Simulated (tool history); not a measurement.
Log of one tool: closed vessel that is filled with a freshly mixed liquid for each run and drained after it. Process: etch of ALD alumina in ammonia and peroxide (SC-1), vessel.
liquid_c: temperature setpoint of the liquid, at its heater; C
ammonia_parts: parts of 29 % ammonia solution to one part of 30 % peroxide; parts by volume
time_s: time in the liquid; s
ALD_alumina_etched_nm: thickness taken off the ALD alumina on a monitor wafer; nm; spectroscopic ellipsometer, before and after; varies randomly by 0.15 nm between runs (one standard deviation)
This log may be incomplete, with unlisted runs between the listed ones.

run 1 hour=0 | liquid_c=53 ammonia_parts=0.65 time_s=440 | ALD_alumina_etched_nm=27.03
run 2 hour=4.4 | liquid_c=53 ammonia_parts=0.55 time_s=440 | ALD_alumina_etched_nm=26.67
run 3 hour=7 | liquid_c=55.5 ammonia_parts=0.55 time_s=440 | ALD_alumina_etched_nm=30.186
run 4 hour=14 | liquid_c=55.5 ammonia_parts=0.55 time_s=350 | ALD_alumina_etched_nm=24.177
run 5 hour=16 | liquid_c=58.5 ammonia_parts=0.55 time_s=350 | ALD_alumina_etched_nm=28.52
run 6 hour=20.4 | liquid_c=61 ammonia_parts=0.55 time_s=350 | ALD_alumina_etched_nm=32.128
run 7 hour=28.2 | liquid_c=61 ammonia_parts=0.55 time_s=350 | ALD_alumina_etched_nm=32.174
run 8 hour=35.7 | liquid_c=62.5 ammonia_parts=0.55 time_s=350 | ALD_alumina_etched_nm=34.813
run 9 hour=40.2 | liquid_c=63.5 ammonia_parts=0.55 time_s=350 | ALD_alumina_etched_nm=36.46
run 10 hour=49.5 | liquid_c=64.5 ammonia_parts=0.55 time_s=350 | ALD_alumina_etched_nm=38.381

Run 11 comes next. What will it give?
run 11 hour=52.4 | liquid_c=65 ammonia_parts=0.55 time_s=350 | ALD_alumina_etched_nm=?

ALD_alumina_etched_nm: 39.266 nm
